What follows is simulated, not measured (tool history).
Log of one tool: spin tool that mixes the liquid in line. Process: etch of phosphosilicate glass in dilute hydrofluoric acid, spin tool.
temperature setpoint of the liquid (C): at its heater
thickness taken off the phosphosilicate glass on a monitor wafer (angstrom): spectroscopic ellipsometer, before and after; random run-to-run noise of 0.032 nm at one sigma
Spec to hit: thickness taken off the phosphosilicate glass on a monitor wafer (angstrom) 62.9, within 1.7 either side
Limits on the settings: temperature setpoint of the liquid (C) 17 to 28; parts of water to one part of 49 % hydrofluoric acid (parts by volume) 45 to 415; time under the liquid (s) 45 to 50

run,hour,temperature setpoint of the liquid (C),parts of water to one part of 49 % hydrofluoric acid (parts by volume),time under the liquid (s),thickness taken off the phosphosilicate glass on a monitor wafer (angstrom)
1,0,20,230,45,92.502
2,4.5,19,250,45,80.705
3,8.9,18.5,260,45,75.218
4,12.1,18.5,190,45,109.63
5,17.3,18.5,235,45,85.576
6,21.8,18.5,175,45,122.17
7,30,18,210,45,95.266
8,35.7,17.5,235,45,81.613
9,37.4,17.5,250,45,76.216
10,40.3,17.5,260,45,72.52
11,47.8,17.5,270,45,68.8
12,51.7,17.5,275,45,67.644
13,52.8,17.5,280,45,65.647

Of the 5 settings listed for the next run, only one would bring every result within its allowed miss of target. Which one?
A,53.9,18,325,50,?
B,53.9,17.5,300,50,?
C,53.9,17.5,275,45,?
D,53.9,18,300,50,?
E,53.9,17,265,45,?

move,thickness taken off the phosphosilicate glass on a monitor wafer (angstrom)
A,61.835
B,67.147
C,67.348
D,68.419
E,69.155
A: all results land within tolerance of their targets
B: further off than the last run
C: further off than the last run
D: further off than the last run
E: further off than the last run
Answer: A

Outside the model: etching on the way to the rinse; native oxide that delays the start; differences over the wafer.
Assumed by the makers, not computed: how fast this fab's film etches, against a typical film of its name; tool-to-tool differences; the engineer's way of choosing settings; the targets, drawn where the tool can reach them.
